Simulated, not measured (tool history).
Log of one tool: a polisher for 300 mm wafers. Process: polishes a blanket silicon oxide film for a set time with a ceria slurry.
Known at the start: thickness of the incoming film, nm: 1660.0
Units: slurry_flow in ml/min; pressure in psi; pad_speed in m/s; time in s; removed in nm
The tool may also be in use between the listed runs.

run	day	slurry_flow	pressure	pad_speed	time	removed
1	0	205	3.3	1.16	43	249.55
2	0.325	225	3.3	1.16	43	253.75
3	0.479	220	3.1	1.14	43	232.22
4	0.517	260	3.1	1.14	43	236.79
5	0.675	260	3.1	0.98	43	204.44
6	0.95	260	2.9	0.98	43	191.75
7	1.308	260	2.8	0.98	43	185.19
8	1.612	260	2.7	0.98	43	176.6
9	1.983	260	2.6	0.98	43	172.33
10	2.083	260	2.5	0.98	43	167.05
11	2.362	260	2.4	0.98	43	160.25
12	2.492	260	2.3	0.98	43	152.66
13	2.538	255	2.2	0.98	43	148.02
14	2.571	240	2	0.98	43	134.5
15	2.708	235	2	0.98	43	133.34
16	2.979	230	2	0.98	43	133.31
17	3.012	225	2	0.98	43	132.44

The next listed run, before its measurement:
18	3.121	220	2	0.98	43	?

Run 18 gave removed 133.17 nm.

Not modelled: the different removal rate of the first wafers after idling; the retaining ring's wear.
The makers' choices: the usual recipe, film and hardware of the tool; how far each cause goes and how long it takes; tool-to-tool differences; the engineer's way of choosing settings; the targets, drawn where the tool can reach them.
